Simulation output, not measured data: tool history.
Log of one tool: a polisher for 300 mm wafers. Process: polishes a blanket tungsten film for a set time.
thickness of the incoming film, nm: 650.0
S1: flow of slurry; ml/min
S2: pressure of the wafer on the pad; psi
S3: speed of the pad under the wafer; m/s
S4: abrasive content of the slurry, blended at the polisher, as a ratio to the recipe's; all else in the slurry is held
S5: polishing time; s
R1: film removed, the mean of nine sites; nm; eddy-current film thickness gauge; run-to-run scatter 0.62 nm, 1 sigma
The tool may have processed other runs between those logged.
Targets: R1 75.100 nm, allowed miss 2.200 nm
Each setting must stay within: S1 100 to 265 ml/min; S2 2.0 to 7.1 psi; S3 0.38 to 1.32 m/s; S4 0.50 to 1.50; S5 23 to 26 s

Run 1, hour 0.0: S1 170 ml/min, S2 4.5 psi, S3 0.84 m/s, S4 1.00, S5 26 s. Result: R1 111.020 nm.
Run 2, hour 7.4: S1 165 ml/min, S2 4.3 psi, S3 0.84 m/s, S4 1.00, S5 26 s. Result: R1 106.030 nm.
Run 3, hour 8.3: S1 165 ml/min, S2 4.1 psi, S3 0.84 m/s, S4 1.00, S5 26 s. Result: R1 100.960 nm.
Run 4, hour 16.1: S1 165 ml/min, S2 4.1 psi, S3 0.76 m/s, S4 1.00, S5 26 s. Result: R1 92.158 nm.
Run 5, hour 21.0: S1 165 ml/min, S2 4.0 psi, S3 0.76 m/s, S4 1.00, S5 26 s. Result: R1 90.421 nm.
Run 6, hour 24.8: S1 165 ml/min, S2 4.0 psi, S3 0.86 m/s, S4 1.00, S5 26 s. Result: R1 100.960 nm.
Run 7, hour 28.3: S1 165 ml/min, S2 3.8 psi, S3 0.86 m/s, S4 1.00, S5 26 s. Result: R1 96.087 nm.
Run 8, hour 31.5: S1 165 ml/min, S2 3.7 psi, S3 0.86 m/s, S4 1.00, S5 26 s. Result: R1 93.148 nm.
Run 9, hour 34.2: S1 165 ml/min, S2 3.6 psi, S3 0.86 m/s, S4 1.00, S5 26 s. Result: R1 92.071 nm.
Run 10, hour 39.0: S1 165 ml/min, S2 3.5 psi, S3 0.86 m/s, S4 1.00, S5 26 s. Result: R1 89.782 nm.
Run 11, hour 43.1: S1 145 ml/min, S2 2.7 psi, S3 0.86 m/s, S4 1.00, S5 26 s. Result: R1 67.160 nm.
Run 12, hour 44.7: S1 150 ml/min, S2 2.7 psi, S3 0.86 m/s, S4 1.00, S5 26 s. Result: R1 67.766 nm.
Run 13, hour 50.6: S1 155 ml/min, S2 2.7 psi, S3 0.86 m/s, S4 1.00, S5 26 s. Result: R1 69.139 nm.

4 next moves are on the table. One of them brings every result within its allowed miss. Which?
Run A, hour 56.5: S1 150 ml/min, S2 2.1 psi, S3 1.00 m/s, S4 1.05, S5 26 s. Result: R1 ?.
Run B, hour 56.5: S1 185 ml/min, S2 2.6 psi, S3 0.86 m/s, S4 1.05, S5 25 s. Result: R1 ?.
Run C, hour 56.5: S1 145 ml/min, S2 3.0 psi, S3 0.88 m/s, S4 0.95, S5 26 s. Result: R1 ?.
Run D, hour 56.5: S1 160 ml/min, S2 2.7 psi, S3 1.02 m/s, S4 1.15, S5 25 s. Result: R1 ?.

move      R1
   A  62.630
   B  65.986
   C  75.582
   D  80.190
A: the biggest miss grows against the last run
B: the biggest miss grows against the last run
C: every result lands within tolerance
D: takes the biggest miss from the last run beyond its target
Answer: C
